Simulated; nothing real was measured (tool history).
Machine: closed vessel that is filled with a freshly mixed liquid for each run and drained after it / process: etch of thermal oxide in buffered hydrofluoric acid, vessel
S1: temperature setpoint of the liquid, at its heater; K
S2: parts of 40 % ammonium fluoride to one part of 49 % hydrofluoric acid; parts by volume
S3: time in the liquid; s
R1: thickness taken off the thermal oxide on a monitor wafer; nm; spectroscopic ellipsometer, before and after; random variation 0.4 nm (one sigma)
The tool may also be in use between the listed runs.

| run | hour | S1 | S2 | S3 | R1 |
|---|---|---|---|---|---|
| 1 | 0.0 | 294.15 | 13.0 | 95 | 81.039 |
| 2 | 4.6 | 295.15 | 13.0 | 95 | 84.890 |
| 3 | 9.1 | 295.65 | 13.0 | 95 | 88.225 |
| 4 | 16.7 | 295.65 | 13.0 | 95 | 87.973 |
| 5 | 22.1 | 295.65 | 13.0 | 105 | 97.107 |
| 6 | 29.7 | 295.65 | 11.5 | 105 | 109.500 |
| 7 | 36.4 | 295.15 | 11.5 | 105 | 107.150 |

Run 8 has not been measured yet. What should we expect?
| 8 | 41.5 | 294.65 | 11.5 | 105 | ? |

R1: 103.320 nm
